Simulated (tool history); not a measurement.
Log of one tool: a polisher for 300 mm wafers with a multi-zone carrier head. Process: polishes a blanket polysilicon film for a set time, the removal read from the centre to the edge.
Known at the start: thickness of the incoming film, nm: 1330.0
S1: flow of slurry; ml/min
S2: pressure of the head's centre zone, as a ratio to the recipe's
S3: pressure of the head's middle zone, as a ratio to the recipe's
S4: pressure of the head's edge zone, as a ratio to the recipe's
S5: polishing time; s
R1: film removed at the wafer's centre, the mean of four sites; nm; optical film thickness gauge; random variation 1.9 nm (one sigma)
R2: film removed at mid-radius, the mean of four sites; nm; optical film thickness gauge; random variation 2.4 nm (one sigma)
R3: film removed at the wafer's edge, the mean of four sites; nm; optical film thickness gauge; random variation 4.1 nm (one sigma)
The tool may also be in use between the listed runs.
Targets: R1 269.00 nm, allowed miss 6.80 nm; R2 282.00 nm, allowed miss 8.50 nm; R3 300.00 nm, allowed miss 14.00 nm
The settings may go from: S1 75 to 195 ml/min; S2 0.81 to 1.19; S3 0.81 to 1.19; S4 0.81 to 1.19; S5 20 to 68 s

| run | day | S1 | S2 | S3 | S4 | S5 | R1 | R2 | R3 |
|---|---|---|---|---|---|---|---|---|---|
| 1 | 0.000 | 125 | 1.00 | 1.00 | 1.00 | 44 | 485.19 | 512.80 | 488.56 |
| 2 | 0.350 | 120 | 0.99 | 0.98 | 0.99 | 42 | 461.57 | 473.39 | 465.43 |
| 3 | 0.717 | 120 | 0.99 | 0.98 | 0.99 | 37 | 402.76 | 419.69 | 400.12 |
| 4 | 0.783 | 110 | 0.99 | 0.98 | 0.99 | 37 | 392.72 | 408.68 | 399.38 |
| 5 | 0.825 | 110 | 0.92 | 0.98 | 0.99 | 37 | 373.51 | 415.61 | 405.69 |
| 6 | 1.079 | 110 | 0.98 | 0.98 | 0.99 | 37 | 389.37 | 413.08 | 394.39 |
| 7 | 1.325 | 105 | 0.97 | 0.96 | 0.99 | 36 | 374.26 | 382.69 | 390.39 |
| 8 | 1.533 | 105 | 0.96 | 0.95 | 0.98 | 35 | 360.84 | 372.73 | 376.96 |
| 9 | 1.562 | 105 | 0.95 | 0.94 | 0.97 | 34 | 340.54 | 359.37 | 361.56 |
| 10 | 1.875 | 80 | 0.90 | 0.84 | 0.87 | 30 | 265.54 | 271.72 | 290.77 |

Which of these 5 next moves meets every target?
| A | 2.188 | 95 | 0.87 | 0.84 | 0.89 | 30 | ? | ? | ? |
| B | 2.188 | 75 | 0.85 | 0.81 | 0.85 | 31 | ? | ? | ? |
| C | 2.188 | 75 | 0.88 | 0.88 | 0.91 | 30 | ? | ? | ? |
| D | 2.188 | 80 | 0.95 | 0.99 | 0.85 | 28 | ? | ? | ? |
| E | 2.188 | 75 | 0.91 | 0.81 | 0.91 | 29 | ? | ? | ? |

| move | R1 | R2 | R3 |
|---|---|---|---|
| A | 271.69 | 281.99 | 300.62 |
| B | 256.14 | 267.02 | 292.72 |
| C | 256.83 | 275.89 | 291.93 |
| D | 264.25 | 287.97 | 266.69 |
| E | 256.68 | 249.69 | 282.45 |
A: meets every target
B: further off than the last run
C: brings the result that was furthest off to its target, and leaves another outside
D: brings the result that was furthest off to its target, and leaves another outside
E: further off than the last run
The right move is A.
